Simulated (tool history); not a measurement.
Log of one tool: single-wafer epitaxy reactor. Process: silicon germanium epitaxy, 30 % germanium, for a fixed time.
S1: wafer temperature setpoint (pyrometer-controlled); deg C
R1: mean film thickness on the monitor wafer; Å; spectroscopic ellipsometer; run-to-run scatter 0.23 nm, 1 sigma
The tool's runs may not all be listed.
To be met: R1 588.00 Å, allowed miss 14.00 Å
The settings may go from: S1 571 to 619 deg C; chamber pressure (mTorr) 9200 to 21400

run 1 hour=0.0 | S1=595 chamber_pressure_(mTorr)=15300 | R1=511.09
run 2 hour=4.7 | S1=597 chamber_pressure_(mTorr)=15300 | R1=523.36
run 3 hour=12.0 | S1=597 chamber_pressure_(mTorr)=13900 | R1=514.01
run 4 hour=18.6 | S1=597 chamber_pressure_(mTorr)=11300 | R1=488.80
run 5 hour=22.5 | S1=599 chamber_pressure_(mTorr)=11400 | R1=505.19
run 6 hour=23.7 | S1=605 chamber_pressure_(mTorr)=11400 | R1=559.81
run 7 hour=25.8 | S1=605 chamber_pressure_(mTorr)=11400 | R1=560.53
run 8 hour=29.4 | S1=606 chamber_pressure_(mTorr)=11400 | R1=568.50

Which of these 5 next moves meets every target?
run A hour=33.0 | S1=602 chamber_pressure_(mTorr)=12500 | R1=?
run B hour=33.0 | S1=598 chamber_pressure_(mTorr)=13600 | R1=?
run C hour=33.0 | S1=608 chamber_pressure_(mTorr)=11100 | R1=?
run D hour=33.0 | S1=606 chamber_pressure_(mTorr)=10500 | R1=?
run E hour=33.0 | S1=603 chamber_pressure_(mTorr)=11000 | R1=?

move=A R1=546.51
move=B R1=520.77
move=C R1=588.63
move=D R1=562.59
move=E R1=540.28
A: misses by more than the last run did
B: misses by more than the last run did
C: all results in spec
D: misses by more than the last run did
E: misses by more than the last run did
Correct choice: C, which meets every target
